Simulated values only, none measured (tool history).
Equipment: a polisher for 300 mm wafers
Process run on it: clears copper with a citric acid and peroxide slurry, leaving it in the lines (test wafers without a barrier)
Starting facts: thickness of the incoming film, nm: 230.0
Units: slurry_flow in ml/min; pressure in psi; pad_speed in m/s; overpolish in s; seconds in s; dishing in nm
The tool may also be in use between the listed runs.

run,hour,slurry_flow,pressure,pad_speed,slurry_solids,overpolish,seconds,dishing
1,0.0,175,3.5,1.24,1.00,15,64.844,36.399
2,5.7,175,3.5,1.24,1.00,17,64.043,40.126
3,12.3,175,3.1,1.24,1.00,17,73.303,35.013
4,20.9,175,3.1,1.42,1.00,17,62.880,39.379
5,25.2,175,3.1,1.66,1.00,17,54.291,43.649
6,30.3,175,3.1,1.66,1.15,17,52.690,44.514

What does the tool deliver on the next run?
7,34.0,175,3.1,1.66,1.15,18,?,?

Run 7 yielded seconds 53.153 s, dishing 46.172 nm.
